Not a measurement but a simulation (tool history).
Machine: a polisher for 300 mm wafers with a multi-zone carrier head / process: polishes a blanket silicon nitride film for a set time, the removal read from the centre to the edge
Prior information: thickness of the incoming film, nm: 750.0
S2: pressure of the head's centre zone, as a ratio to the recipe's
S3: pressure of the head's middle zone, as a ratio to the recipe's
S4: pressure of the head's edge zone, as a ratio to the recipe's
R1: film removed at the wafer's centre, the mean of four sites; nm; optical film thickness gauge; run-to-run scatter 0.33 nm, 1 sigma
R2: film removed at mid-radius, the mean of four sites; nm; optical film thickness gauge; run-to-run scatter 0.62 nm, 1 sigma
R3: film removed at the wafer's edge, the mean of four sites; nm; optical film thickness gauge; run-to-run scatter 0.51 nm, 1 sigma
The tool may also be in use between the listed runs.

Run 1, hour 0: flow of slurry (ml/min) 235, S2 1, S3 1, S4 1, polishing time (s) 58. Result: R1 51.145 nm, R2 52.172 nm, R3 51.994 nm.
Run 2, hour 5.6: flow of slurry (ml/min) 230, S2 0.99, S3 1, S4 0.97, polishing time (s) 57. Result: R1 49.609 nm, R2 52.43 nm, R3 49.233 nm.
Run 3, hour 14: flow of slurry (ml/min) 230, S2 0.99, S3 1, S4 0.97, polishing time (s) 49. Result: R1 42.323 nm, R2 43.399 nm, R3 42.804 nm.
Run 4, hour 15.6: flow of slurry (ml/min) 230, S2 0.99, S3 1, S4 1.02, polishing time (s) 49. Result: R1 42.362 nm, R2 43.801 nm, R3 43.295 nm.
Run 5, hour 17.5: flow of slurry (ml/min) 245, S2 1, S3 1.02, S4 1.02, polishing time (s) 49. Result: R1 43.279 nm, R2 45.527 nm, R3 43.994 nm.
Run 6, hour 23.5: flow of slurry (ml/min) 255, S2 1.01, S3 1.03, S4 1.02, polishing time (s) 49. Result: R1 44.797 nm, R2 45.595 nm, R3 43.961 nm.

Expected results for the next run?
Run 7, hour 29.7: flow of slurry (ml/min) 260, S2 1.01, S3 1.04, S4 1.02, polishing time (s) 49. Result: R1 ?, R2 ?, R3 ?.

R1: 43.841 nm
R2: 46.081 nm
R3: 44.404 nm
